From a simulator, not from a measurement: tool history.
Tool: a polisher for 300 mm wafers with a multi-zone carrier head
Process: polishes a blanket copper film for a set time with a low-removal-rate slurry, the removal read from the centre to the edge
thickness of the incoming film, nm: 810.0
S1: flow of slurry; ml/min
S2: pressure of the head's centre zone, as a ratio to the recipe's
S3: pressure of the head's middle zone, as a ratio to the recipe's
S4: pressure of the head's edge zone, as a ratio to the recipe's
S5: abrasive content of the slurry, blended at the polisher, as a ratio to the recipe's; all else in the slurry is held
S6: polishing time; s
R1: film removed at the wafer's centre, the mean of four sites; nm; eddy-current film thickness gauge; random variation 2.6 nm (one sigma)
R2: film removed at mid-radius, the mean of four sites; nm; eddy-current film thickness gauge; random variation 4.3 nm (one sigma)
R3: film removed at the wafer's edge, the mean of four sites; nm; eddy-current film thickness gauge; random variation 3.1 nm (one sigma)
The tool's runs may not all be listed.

run 1 day=0.000 | S1=305 S2=1.00 S3=1.00 S4=1.00 S5=1.00 S6=74 | R1=268.47 R2=268.57 R3=262.03
run 2 day=0.092 | S1=305 S2=1.01 S3=1.01 S4=1.04 S5=1.15 S6=77 | R1=291.05 R2=288.77 R3=280.39
run 3 day=0.350 | S1=305 S2=1.01 S3=1.01 S4=1.04 S5=1.15 S6=65 | R1=246.98 R2=243.21 R3=236.78
run 4 day=0.383 | S1=305 S2=1.01 S3=0.98 S4=1.04 S5=1.15 S6=65 | R1=244.54 R2=235.47 R3=236.41
run 5 day=0.675 | S1=305 S2=1.01 S3=1.03 S4=1.04 S5=1.15 S6=65 | R1=242.89 R2=242.29 R3=235.79
run 6 day=0.821 | S1=305 S2=1.01 S3=1.03 S4=1.04 S5=1.15 S6=81 | R1=305.86 R2=308.98 R3=292.86
run 7 day=1.083 | S1=310 S2=0.99 S3=1.01 S4=1.07 S5=1.25 S6=84 | R1=315.53 R2=325.03 R3=312.71

Forecast run 8:
run 8 day=1.154 | S1=315 S2=0.99 S3=0.99 S4=1.10 S5=1.30 S6=86 | R1=? R2=? R3=?

{"run 8": {"R1": 323.69, "R2": 324.09, "R3": 321.49}}
